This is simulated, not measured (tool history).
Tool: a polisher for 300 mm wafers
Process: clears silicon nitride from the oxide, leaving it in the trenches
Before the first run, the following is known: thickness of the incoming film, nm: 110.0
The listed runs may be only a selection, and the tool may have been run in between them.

run	day	flow of slurry (ml/min)	pressure of the wafer on the pad (kPa)	speed of the pad under the wafer (m/s)	overpolish time after the end point (s)	time until the end point was called (s)
1	0.000	320	14.5	0.98	6	152.68
2	0.121	320	14.5	0.80	6	182.17
3	0.162	320	15.2	0.80	6	177.49
4	0.196	320	15.2	0.80	6	175.20
5	0.554	320	15.2	0.80	5	174.27
6	0.588	320	15.2	0.60	5	238.81
7	0.675	320	16.5	0.62	5	212.92
8	0.883	320	16.5	0.62	5	215.35
9	1.075	320	17.9	0.66	5	195.96
10	1.096	320	18.6	0.70	5	173.97

For run 11, what comes out?
11	1.146	320	18.6	0.70	5	?

{"run 11": {"time until the end point was called (s)": 177.83}}

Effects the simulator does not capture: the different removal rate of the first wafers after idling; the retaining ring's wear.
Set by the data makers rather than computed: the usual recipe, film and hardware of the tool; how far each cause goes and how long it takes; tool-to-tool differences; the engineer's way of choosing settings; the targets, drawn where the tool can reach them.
